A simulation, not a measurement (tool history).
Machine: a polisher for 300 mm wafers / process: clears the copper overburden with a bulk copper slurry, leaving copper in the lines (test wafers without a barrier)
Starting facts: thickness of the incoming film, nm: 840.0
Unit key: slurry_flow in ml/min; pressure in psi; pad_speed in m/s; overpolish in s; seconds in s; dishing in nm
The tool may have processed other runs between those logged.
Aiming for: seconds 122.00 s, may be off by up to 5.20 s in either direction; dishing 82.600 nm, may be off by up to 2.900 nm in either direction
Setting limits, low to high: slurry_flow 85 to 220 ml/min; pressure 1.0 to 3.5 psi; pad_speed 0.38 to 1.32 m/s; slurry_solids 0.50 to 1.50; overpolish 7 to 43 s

{"run": 1, "hour": 0.0, "slurry_flow": 140, "pressure": 2.2, "pad_speed": 0.84, "slurry_solids": 1.0, "overpolish": 22, "seconds": 157.34, "dishing": 68.009}
{"run": 2, "hour": 6.5, "slurry_flow": 145, "pressure": 2.3, "pad_speed": 0.84, "slurry_solids": 1.0, "overpolish": 22, "seconds": 151.15, "dishing": 70.577}
{"run": 3, "hour": 7.5, "slurry_flow": 130, "pressure": 2.3, "pad_speed": 0.84, "slurry_solids": 1.0, "overpolish": 22, "seconds": 156.82, "dishing": 70.389}
{"run": 4, "hour": 11.3, "slurry_flow": 140, "pressure": 2.4, "pad_speed": 0.84, "slurry_solids": 1.0, "overpolish": 22, "seconds": 145.59, "dishing": 72.985}
{"run": 5, "hour": 17.4, "slurry_flow": 140, "pressure": 2.0, "pad_speed": 0.84, "slurry_solids": 1.0, "overpolish": 22, "seconds": 172.75, "dishing": 63.496}
{"hour": 25.2, "done": "head pressure recalibrated"}
{"run": 6, "hour": 25.2, "slurry_flow": 140, "pressure": 1.5, "pad_speed": 0.84, "slurry_solids": 1.0, "overpolish": 22, "seconds": 226.47, "dishing": 51.029}
{"run": 7, "hour": 27.6, "slurry_flow": 145, "pressure": 1.7, "pad_speed": 0.84, "slurry_solids": 1.0, "overpolish": 22, "seconds": 200.01, "dishing": 55.226}
{"run": 8, "hour": 34.5, "slurry_flow": 150, "pressure": 1.9, "pad_speed": 0.84, "slurry_solids": 1.0, "overpolish": 22, "seconds": 184.92, "dishing": 60.379}
{"run": 9, "hour": 40.6, "slurry_flow": 150, "pressure": 2.1, "pad_speed": 0.84, "slurry_solids": 1.0, "overpolish": 22, "seconds": 171.33, "dishing": 63.796}
{"run": 10, "hour": 41.2, "slurry_flow": 145, "pressure": 2.2, "pad_speed": 0.84, "slurry_solids": 1.0, "overpolish": 22, "seconds": 163.56, "dishing": 65.823}
{"run": 11, "hour": 46.0, "slurry_flow": 140, "pressure": 2.3, "pad_speed": 0.84, "slurry_solids": 1.0, "overpolish": 22, "seconds": 159.46, "dishing": 67.137}
{"run": 12, "hour": 49.3, "slurry_flow": 145, "pressure": 2.4, "pad_speed": 0.84, "slurry_solids": 1.0, "overpolish": 22, "seconds": 151.72, "dishing": 69.039}
{"run": 13, "hour": 53.6, "slurry_flow": 140, "pressure": 2.5, "pad_speed": 0.84, "slurry_solids": 1.0, "overpolish": 22, "seconds": 148.33, "dishing": 70.194}
{"run": 14, "hour": 56.1, "slurry_flow": 180, "pressure": 2.8, "pad_speed": 0.84, "slurry_solids": 1.0, "overpolish": 22, "seconds": 128.51, "dishing": 78.133}

Which one of the following 5 next-run settings gets every result inside its allowed miss? There is exactly one.
{"run": "A", "hour": 58.6, "slurry_flow": 200, "pressure": 3.0, "pad_speed": 0.74, "slurry_solids": 1.0, "overpolish": 22, "seconds": "?", "dishing": "?"}
{"run": "B", "hour": 58.6, "slurry_flow": 185, "pressure": 3.0, "pad_speed": 0.7, "slurry_solids": 1.15, "overpolish": 23, "seconds": "?", "dishing": "?"}
{"run": "C", "hour": 58.6, "slurry_flow": 200, "pressure": 2.7, "pad_speed": 0.8, "slurry_solids": 0.8, "overpolish": 26, "seconds": "?", "dishing": "?"}
{"run": "D", "hour": 58.6, "slurry_flow": 165, "pressure": 2.6, "pad_speed": 0.94, "slurry_solids": 1.1, "overpolish": 20, "seconds": "?", "dishing": "?"}
{"run": "E", "hour": 58.6, "slurry_flow": 185, "pressure": 3.5, "pad_speed": 0.7, "slurry_solids": 1.05, "overpolish": 22, "seconds": "?", "dishing": "?"}

move=A seconds=135.13 dishing=78.062
move=B seconds=141.22 dishing=78.083
move=C seconds=141.78 dishing=83.311
move=D seconds=123.36 dishing=76.852
move=E seconds=124.78 dishing=83.282
A: the biggest miss grows against the last run
B: the biggest miss grows against the last run
C: brings the result that was furthest off to its target, and leaves another outside
D: the biggest miss grows against the last run
E: all results in spec
Move E is the one to make.

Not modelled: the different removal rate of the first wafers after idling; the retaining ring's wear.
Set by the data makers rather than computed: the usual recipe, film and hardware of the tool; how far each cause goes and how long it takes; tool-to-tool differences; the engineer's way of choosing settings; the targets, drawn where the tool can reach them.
